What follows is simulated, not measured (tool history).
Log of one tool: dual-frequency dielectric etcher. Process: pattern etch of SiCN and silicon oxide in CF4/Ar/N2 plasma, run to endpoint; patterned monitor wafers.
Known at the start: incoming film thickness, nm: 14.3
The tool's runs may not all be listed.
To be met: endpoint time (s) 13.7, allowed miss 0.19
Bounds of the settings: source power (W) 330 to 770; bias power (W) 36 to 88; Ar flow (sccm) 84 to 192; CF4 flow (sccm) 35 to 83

run    day  source power (W)  bias power (W)  Ar flow (sccm)  CF4 flow (sccm)  endpoint time (s)
  1      0               550              62             138               59             15.291
  2  0.175               560              62             138               59             15.032
  3  0.412               560              62             138               52             15.342
  4  0.567               570              62             138               52             15.191
  5  0.892               570              62             125               52             14.808
  6  0.988               570              55             125               52             15.509
  7  1.358               590              55             125               52             15.066
  8  1.471               600              55             125               52              14.99
  9  1.708               610              55             125               52             14.741
 10  2.071               620              55             125               52             14.591
 11  2.375               630              55             125               52             14.429
 12  2.708               640              55             125               52              14.32

Which of these 4 next moves meets every target?
  A  3.042               580              51             121               52                  ?
  B  3.042               610              52             108               37                  ?
  C  3.042               590              60             120               49                  ?
  D  3.042               630              57             117               59                  ?

move  endpoint time (s)
   A             15.563
   B             15.278
   C             14.706
   D             13.761
A: further off than the last run
B: further off than the last run
C: further off than the last run
D: meets every target
Answer: D
